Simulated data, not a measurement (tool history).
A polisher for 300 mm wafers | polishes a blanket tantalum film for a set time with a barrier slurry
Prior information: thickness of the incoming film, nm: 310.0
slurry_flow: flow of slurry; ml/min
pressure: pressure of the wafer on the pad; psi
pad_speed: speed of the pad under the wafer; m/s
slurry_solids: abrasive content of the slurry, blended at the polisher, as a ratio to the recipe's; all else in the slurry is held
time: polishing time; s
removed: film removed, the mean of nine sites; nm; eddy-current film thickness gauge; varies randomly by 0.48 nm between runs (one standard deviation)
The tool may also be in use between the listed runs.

run 1 hour=0 | slurry_flow=185 pressure=1.2 pad_speed=1.14 slurry_solids=1 time=61 | removed=70.844
run 2 hour=4.2 | slurry_flow=185 pressure=1.2 pad_speed=1.14 slurry_solids=1 time=61 | removed=70.443
run 3 hour=8.8 | slurry_flow=205 pressure=1.2 pad_speed=1.14 slurry_solids=1 time=61 | removed=71.149
run 4 hour=15.4 | slurry_flow=205 pressure=1 pad_speed=1.12 slurry_solids=1 time=61 | removed=62.799
run 5 hour=22.1 | slurry_flow=205 pressure=1 pad_speed=1.12 slurry_solids=1 time=56 | removed=56.491
run 6 hour=28.7 | slurry_flow=205 pressure=1 pad_speed=1.12 slurry_solids=1 time=61 | removed=61.912
run 7 hour=30.7 | slurry_flow=205 pressure=0.9 pad_speed=1.08 slurry_solids=1 time=61 | removed=56.698

Expected results for the next run?
run 8 hour=33.7 | slurry_flow=205 pressure=0.8 pad_speed=1.04 slurry_solids=1 time=61 | removed=?

removed: 50.91 nm
